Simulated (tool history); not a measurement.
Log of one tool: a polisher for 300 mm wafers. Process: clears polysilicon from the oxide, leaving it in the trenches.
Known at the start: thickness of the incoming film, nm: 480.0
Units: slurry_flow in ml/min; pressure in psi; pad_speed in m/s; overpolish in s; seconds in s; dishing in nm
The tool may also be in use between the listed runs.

| run | hour | slurry_flow | pressure | pad_speed | overpolish | seconds | dishing |
|---|---|---|---|---|---|---|---|
| 1 | 0 | 155 | 1.8 | 1.1 | 16 | 44.849 | 42.002 |
| 2 | 6.6 | 125 | 1.8 | 1.1 | 16 | 46.63 | 42.172 |
| 3 | 15.2 | 125 | 1.7 | 1.1 | 15 | 50.42 | 40.331 |
| 4 | 19.2 | 125 | 1.6 | 1.1 | 15 | 51.211 | 40.267 |
| 5 | 23 | 125 | 1.6 | 1.1 | 12 | 52.664 | 39.723 |
| 6 | 31.6 | 125 | 1.6 | 1.08 | 13 | 54.146 | 40.101 |
| 7 | 33.5 | 125 | 1.2 | 1.04 | 10 | 72.673 | 33.774 |
| 8 | 38.6 | 120 | 1.2 | 1.02 | 11 | 74.634 | 35.132 |
| 9 | 45.9 | 120 | 1.2 | 1.02 | 12 | 75.042 | 35.931 |

Forecast run 10:
| 10 | 51.8 | 120 | 1.2 | 1.02 | 12 | ? | ? |

{"run 10": {"seconds": 75.292, "dishing": 35.933}}
